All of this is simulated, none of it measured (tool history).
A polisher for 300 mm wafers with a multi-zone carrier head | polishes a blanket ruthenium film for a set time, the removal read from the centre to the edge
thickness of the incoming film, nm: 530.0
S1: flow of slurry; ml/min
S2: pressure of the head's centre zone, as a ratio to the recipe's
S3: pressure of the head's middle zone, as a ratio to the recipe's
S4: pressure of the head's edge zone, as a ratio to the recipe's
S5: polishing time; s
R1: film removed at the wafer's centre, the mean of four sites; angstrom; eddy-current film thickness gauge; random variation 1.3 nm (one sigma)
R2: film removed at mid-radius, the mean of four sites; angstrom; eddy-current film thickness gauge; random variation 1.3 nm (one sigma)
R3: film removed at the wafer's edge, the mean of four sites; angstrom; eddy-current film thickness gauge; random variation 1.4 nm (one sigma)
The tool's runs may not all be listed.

{"run": 1, "hour": 0.0, "S1": 270, "S2": 1.0, "S3": 1.0, "S4": 1.0, "S5": 47, "R1": 786.97, "R2": 780.65, "R3": 762.26}
{"run": 2, "hour": 3.5, "S1": 270, "S2": 1.0, "S3": 1.04, "S4": 1.0, "S5": 47, "R1": 776.88, "R2": 802.15, "R3": 770.5}
{"run": 3, "hour": 5.4, "S1": 270, "S2": 1.0, "S3": 1.05, "S4": 1.02, "S5": 48, "R1": 808.5, "R2": 847.91, "R3": 817.57}
{"run": 4, "hour": 12.2, "S1": 270, "S2": 1.01, "S3": 1.06, "S4": 1.04, "S5": 48, "R1": 799.11, "R2": 830.11, "R3": 823.45}
{"run": 5, "hour": 18.6, "S1": 270, "S2": 0.98, "S3": 1.06, "S4": 1.04, "S5": 48, "R1": 781.93, "R2": 814.6, "R3": 780.38}
{"run": 6, "hour": 24.8, "S1": 225, "S2": 0.98, "S3": 1.06, "S4": 1.04, "S5": 48, "R1": 760.42, "R2": 794.39, "R3": 775.35}
{"run": 7, "hour": 25.4, "S1": 240, "S2": 0.99, "S3": 1.08, "S4": 1.05, "S5": 48, "R1": 770.26, "R2": 841.34, "R3": 799.18}

The next listed run, before its measurement:
{"run": 8, "hour": 32.1, "S1": 310, "S2": 1.08, "S3": 1.09, "S4": 1.15, "S5": 52, "R1": "?", "R2": "?", "R3": "?"}

R1: 970.24 angstrom
R2: 928.69 angstrom
R3: 922.88 angstrom
